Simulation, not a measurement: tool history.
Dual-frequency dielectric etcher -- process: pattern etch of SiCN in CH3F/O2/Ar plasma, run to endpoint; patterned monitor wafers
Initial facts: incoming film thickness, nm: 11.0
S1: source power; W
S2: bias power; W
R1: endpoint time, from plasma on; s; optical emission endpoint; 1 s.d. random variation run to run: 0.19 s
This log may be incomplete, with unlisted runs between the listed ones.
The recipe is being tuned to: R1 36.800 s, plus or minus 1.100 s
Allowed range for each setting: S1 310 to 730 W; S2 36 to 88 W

run 1 day=0.000 | S1=520 S2=62 | R1=28.282
run 2 day=0.138 | S1=450 S2=55 | R1=31.954
run 3 day=0.400 | S1=520 S2=55 | R1=29.241
run 4 day=0.429 | S1=460 S2=53 | R1=31.893
run 5 day=0.454 | S1=420 S2=53 | R1=33.954
run 6 day=0.767 | S1=420 S2=48 | R1=35.067
run 7 day=1.071 | S1=410 S2=48 | R1=35.582
run 8 day=1.133 | S1=410 S2=48 | R1=35.753

Next run, 5 choices. One meets every target within its allowed miss, the rest don't. Which?
run A day=1.196 | S1=390 S2=58 | R1=?
run B day=1.196 | S1=430 S2=57 | R1=?
run C day=1.196 | S1=440 S2=46 | R1=?
run D day=1.196 | S1=450 S2=51 | R1=?
run E day=1.196 | S1=400 S2=43 | R1=?

move=A R1=35.156
move=B R1=32.907
move=C R1=34.297
move=D R1=32.875
move=E R1=37.381
A: misses by more than the last run did
B: misses by more than the last run did
C: misses by more than the last run did
D: misses by more than the last run did
E: all results in spec
The right move is E.

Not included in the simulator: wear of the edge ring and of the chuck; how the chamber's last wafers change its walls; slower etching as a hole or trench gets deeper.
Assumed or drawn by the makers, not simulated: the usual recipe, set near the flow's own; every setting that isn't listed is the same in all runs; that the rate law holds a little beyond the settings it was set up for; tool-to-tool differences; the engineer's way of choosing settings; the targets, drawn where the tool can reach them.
